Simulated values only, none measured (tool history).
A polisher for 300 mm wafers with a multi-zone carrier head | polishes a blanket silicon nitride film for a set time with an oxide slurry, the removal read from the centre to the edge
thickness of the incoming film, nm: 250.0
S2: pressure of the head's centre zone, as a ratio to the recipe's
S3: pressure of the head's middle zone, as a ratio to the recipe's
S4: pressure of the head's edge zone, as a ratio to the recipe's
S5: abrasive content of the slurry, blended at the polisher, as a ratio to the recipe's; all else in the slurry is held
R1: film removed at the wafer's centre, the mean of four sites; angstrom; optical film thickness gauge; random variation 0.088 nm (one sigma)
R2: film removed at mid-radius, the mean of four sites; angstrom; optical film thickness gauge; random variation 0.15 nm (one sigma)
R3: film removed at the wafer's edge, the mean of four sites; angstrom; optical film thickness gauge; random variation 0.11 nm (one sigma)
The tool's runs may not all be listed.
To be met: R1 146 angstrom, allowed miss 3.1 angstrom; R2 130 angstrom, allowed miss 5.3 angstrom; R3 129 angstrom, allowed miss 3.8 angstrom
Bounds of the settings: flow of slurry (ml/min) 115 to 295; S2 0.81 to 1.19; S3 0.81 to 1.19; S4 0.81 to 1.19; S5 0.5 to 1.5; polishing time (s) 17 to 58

Run 1, hour 0: flow of slurry (ml/min) 190, S2 1, S3 1, S4 1, S5 1, polishing time (s) 37. Result: R1 187.42 angstrom, R2 186.39 angstrom, R3 194.73 angstrom.
Run 2, hour 7.6: flow of slurry (ml/min) 235, S2 1, S3 1, S4 1, S5 1, polishing time (s) 37. Result: R1 194.53 angstrom, R2 191.89 angstrom, R3 200.06 angstrom.
Run 3, hour 8.7: flow of slurry (ml/min) 230, S2 1.02, S3 0.99, S4 0.95, S5 0.85, polishing time (s) 36. Result: R1 178.95 angstrom, R2 174.48 angstrom, R3 177.12 angstrom.
Run 4, hour 15.5: flow of slurry (ml/min) 220, S2 1.04, S3 0.97, S4 0.91, S5 0.75, polishing time (s) 35. Result: R1 166.44 angstrom, R2 163.24 angstrom, R3 160.47 angstrom.
Run 5, hour 19.8: flow of slurry (ml/min) 220, S2 1.04, S3 1.02, S4 0.91, S5 0.75, polishing time (s) 35. Result: R1 167.26 angstrom, R2 164.97 angstrom, R3 156.53 angstrom.
Run 6, hour 21.3: flow of slurry (ml/min) 220, S2 1.04, S3 1.02, S4 0.86, S5 0.75, polishing time (s) 35. Result: R1 167.35 angstrom, R2 165.35 angstrom, R3 154.88 angstrom.
Run 7, hour 29.1: flow of slurry (ml/min) 205, S2 1.06, S3 0.98, S4 0.85, S5 0.7, polishing time (s) 35. Result: R1 162.9 angstrom, R2 155.94 angstrom, R3 148.05 angstrom.
Run 8, hour 33.5: flow of slurry (ml/min) 155, S2 1.09, S3 0.88, S4 0.81, S5 0.55, polishing time (s) 35. Result: R1 142.16 angstrom, R2 123.3 angstrom, R3 127.14 angstrom.

4 next moves are on the table. One of them brings every result within its allowed miss. Which?
Run A, hour 37.9: flow of slurry (ml/min) 170, S2 1.19, S3 0.95, S4 0.85, S5 0.5, polishing time (s) 36. Result: R1 ?, R2 ?, R3 ?.
Run B, hour 37.9: flow of slurry (ml/min) 115, S2 1.02, S3 0.94, S4 0.83, S5 0.55, polishing time (s) 38. Result: R1 ?, R2 ?, R3 ?.
Run C, hour 37.9: flow of slurry (ml/min) 235, S2 1.08, S3 0.92, S4 0.83, S5 0.65, polishing time (s) 31. Result: R1 ?, R2 ?, R3 ?.
Run D, hour 37.9: flow of slurry (ml/min) 140, S2 1.18, S3 0.92, S4 0.9, S5 0.6, polishing time (s) 35. Result: R1 ?, R2 ?, R3 ?.

move      R1      R2      R3
   A  152.95   132.9  130.12
   B  136.03   131.7  132.19
   C  145.51  130.96  128.28
   D  152.02  130.39  135.86
A: brings the result that was furthest off to its target, and leaves another outside
B: brings the result that was furthest off to its target, and leaves another outside
C: meets every target
D: brings the result that was furthest off to its target, and leaves another outside
Answer: C
